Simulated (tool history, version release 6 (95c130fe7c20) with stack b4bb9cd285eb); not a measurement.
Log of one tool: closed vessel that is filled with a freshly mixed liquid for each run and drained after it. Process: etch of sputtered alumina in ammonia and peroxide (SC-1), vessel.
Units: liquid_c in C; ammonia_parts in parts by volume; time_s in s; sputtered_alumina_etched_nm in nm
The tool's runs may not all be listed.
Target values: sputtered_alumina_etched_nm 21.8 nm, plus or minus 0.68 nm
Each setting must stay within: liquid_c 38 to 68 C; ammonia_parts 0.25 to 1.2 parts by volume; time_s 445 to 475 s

run	day	liquid_c	ammonia_parts	time_s	sputtered_alumina_etched_nm
1	0	52	0.95	445	31.308
2	0.2	50.5	0.95	445	29.637
3	0.275	50.5	1.05	445	29.67
4	0.367	49	1.05	445	27.026
5	0.462	49	1.05	475	28.846
6	0.667	48	1.05	475	27.158
7	0.858	47	1.05	475	25.793
8	1.042	46.5	1.05	475	25.133
9	1.3	46	1.05	475	24.557
10	1.438	45.5	1.05	475	23.791
11	1.562	45	1.05	475	22.888

Next run, 5 choices. One meets every target within its allowed miss, the rest don't. Which?
A	1.688	44.5	1.05	465	?
B	1.688	45.5	0.9	475	?
C	1.688	46	1.2	450	?
D	1.688	46.5	1.05	455	?
E	1.688	44.5	0.9	445	?

move	sputtered_alumina_etched_nm
A	21.977
B	23.418
C	23.456
D	24.086
E	20.725
A: in spec on every target
B: misses by more than the last run did
C: misses by more than the last run did
D: misses by more than the last run did
E: pushes the last run's worst result past its target
The move that meets every target is A.
